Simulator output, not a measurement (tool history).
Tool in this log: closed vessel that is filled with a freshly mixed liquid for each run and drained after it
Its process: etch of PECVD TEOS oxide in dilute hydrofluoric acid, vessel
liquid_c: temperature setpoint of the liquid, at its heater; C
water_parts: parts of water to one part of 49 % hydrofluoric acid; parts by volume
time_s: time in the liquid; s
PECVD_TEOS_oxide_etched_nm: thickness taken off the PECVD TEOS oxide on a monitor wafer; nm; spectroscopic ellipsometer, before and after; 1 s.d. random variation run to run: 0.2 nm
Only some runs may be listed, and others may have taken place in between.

Run 1, day 0.000: liquid_c 21.0 C, water_parts 225 parts by volume, time_s 1510 s. Result: PECVD_TEOS_oxide_etched_nm 42.061 nm.
Run 2, day 0.200: liquid_c 23.0 C, water_parts 225 parts by volume, time_s 1510 s. Result: PECVD_TEOS_oxide_etched_nm 45.122 nm.
Run 3, day 0.454: liquid_c 24.5 C, water_parts 225 parts by volume, time_s 1510 s. Result: PECVD_TEOS_oxide_etched_nm 47.668 nm.
Run 4, day 0.583: liquid_c 25.5 C, water_parts 225 parts by volume, time_s 1510 s. Result: PECVD_TEOS_oxide_etched_nm 49.497 nm.
Run 5, day 0.962: liquid_c 25.5 C, water_parts 225 parts by volume, time_s 1510 s. Result: PECVD_TEOS_oxide_etched_nm 49.391 nm.
Run 6, day 1.054: liquid_c 25.5 C, water_parts 225 parts by volume, time_s 1620 s. Result: PECVD_TEOS_oxide_etched_nm 53.158 nm.
Run 7, day 1.175: liquid_c 26.0 C, water_parts 225 parts by volume, time_s 1620 s. Result: PECVD_TEOS_oxide_etched_nm 53.575 nm.
Run 8, day 1.229: liquid_c 26.5 C, water_parts 225 parts by volume, time_s 1620 s. Result: PECVD_TEOS_oxide_etched_nm 54.846 nm.

What does the tool deliver on the next run?
Run 9, day 1.629: liquid_c 27.0 C, water_parts 225 parts by volume, time_s 1620 s. Result: PECVD_TEOS_oxide_etched_nm ?.

PECVD_TEOS_oxide_etched_nm: 55.726 nm
